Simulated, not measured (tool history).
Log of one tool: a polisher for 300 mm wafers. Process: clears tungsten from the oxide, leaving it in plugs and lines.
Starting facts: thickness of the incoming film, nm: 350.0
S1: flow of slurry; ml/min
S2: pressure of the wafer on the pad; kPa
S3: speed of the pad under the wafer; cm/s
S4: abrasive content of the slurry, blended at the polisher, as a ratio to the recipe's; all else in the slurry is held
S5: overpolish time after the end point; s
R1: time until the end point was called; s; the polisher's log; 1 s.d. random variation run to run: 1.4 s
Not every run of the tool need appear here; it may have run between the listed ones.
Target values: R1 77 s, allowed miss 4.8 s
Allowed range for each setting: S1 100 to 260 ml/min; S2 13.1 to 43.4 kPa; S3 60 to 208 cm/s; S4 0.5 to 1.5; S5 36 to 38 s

{"run": 1, "hour": 0.0, "S1": 165, "S2": 28.3, "S3": 134, "S4": 1, "S5": 36, "R1": 41.864}
{"run": 2, "hour": 5.0, "S1": 165, "S2": 24.8, "S3": 130, "S4": 1, "S5": 36, "R1": 48.295}
{"run": 3, "hour": 8.1, "S1": 205, "S2": 24.8, "S3": 130, "S4": 1, "S5": 36, "R1": 47.83}
{"run": 4, "hour": 10.1, "S1": 205, "S2": 24.8, "S3": 130, "S4": 1, "S5": 36, "R1": 47.381}
{"run": 5, "hour": 13.0, "S1": 205, "S2": 24.8, "S3": 130, "S4": 1, "S5": 36, "R1": 47.393}
{"run": 6, "hour": 18.7, "S1": 205, "S2": 22.1, "S3": 126, "S4": 1, "S5": 36, "R1": 53.097}
{"run": 7, "hour": 21.1, "S1": 200, "S2": 14.5, "S3": 112, "S4": 1, "S5": 36, "R1": 89.754}
{"run": 8, "hour": 21.7, "S1": 200, "S2": 15.2, "S3": 112, "S4": 1, "S5": 36, "R1": 89.855}
{"run": 9, "hour": 28.5, "S1": 200, "S2": 15.9, "S3": 112, "S4": 1, "S5": 36, "R1": 83.346}
{"run": 10, "hour": 35.7, "S1": 200, "S2": 15.9, "S3": 112, "S4": 1, "S5": 36, "R1": 84.435}

Of the 5 settings listed for the next run, only one would bring every result within its allowed miss of target. Which one?
{"run": "A", "hour": 42.9, "S1": 235, "S2": 20.7, "S3": 96, "S4": 0.9, "S5": 38, "R1": "?"}
{"run": "B", "hour": 42.9, "S1": 115, "S2": 13.1, "S3": 128, "S4": 1.1, "S5": 36, "R1": "?"}
{"run": "C", "hour": 42.9, "S1": 205, "S2": 15.9, "S3": 112, "S4": 0.9, "S5": 37, "R1": "?"}
{"run": "D", "hour": 42.9, "S1": 175, "S2": 16.5, "S3": 98, "S4": 1.1, "S5": 36, "R1": "?"}
{"run": "E", "hour": 42.9, "S1": 210, "S2": 13.1, "S3": 108, "S4": 1, "S5": 37, "R1": "?"}

move=A R1=76.879
move=B R1=93.68
move=C R1=86.819
move=D R1=90.214
move=E R1=103.32
A: meets every target
B: further off than the last run
C: further off than the last run
D: further off than the last run
E: further off than the last run
The right move is A.
